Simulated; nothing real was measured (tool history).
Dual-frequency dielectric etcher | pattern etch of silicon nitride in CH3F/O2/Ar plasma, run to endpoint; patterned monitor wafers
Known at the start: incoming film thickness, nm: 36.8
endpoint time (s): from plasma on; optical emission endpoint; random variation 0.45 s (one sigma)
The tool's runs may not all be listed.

{"run": 1, "day": 0.0, "source power (kW)": 0.52, "bias power (kW)": 0.064, "endpoint time (s)": 51.776}
{"run": 2, "day": 0.088, "source power (kW)": 0.48, "bias power (kW)": 0.058, "endpoint time (s)": 55.47}
{"run": 3, "day": 0.35, "source power (kW)": 0.44, "bias power (kW)": 0.054, "endpoint time (s)": 60.35}
{"run": 4, "day": 0.554, "source power (kW)": 0.41, "bias power (kW)": 0.053, "endpoint time (s)": 64.352}
{"run": 5, "day": 0.738, "source power (kW)": 0.38, "bias power (kW)": 0.053, "endpoint time (s)": 68.597}
{"run": 6, "day": 0.833, "source power (kW)": 0.41, "bias power (kW)": 0.053, "endpoint time (s)": 64.047}

The next listed run, before its measurement:
{"day": 0.904, "done": "wet clean of the chamber"}
{"run": 7, "day": 0.904, "source power (kW)": 0.4, "bias power (kW)": 0.053, "endpoint time (s)": "?"}

endpoint time (s): 67.889
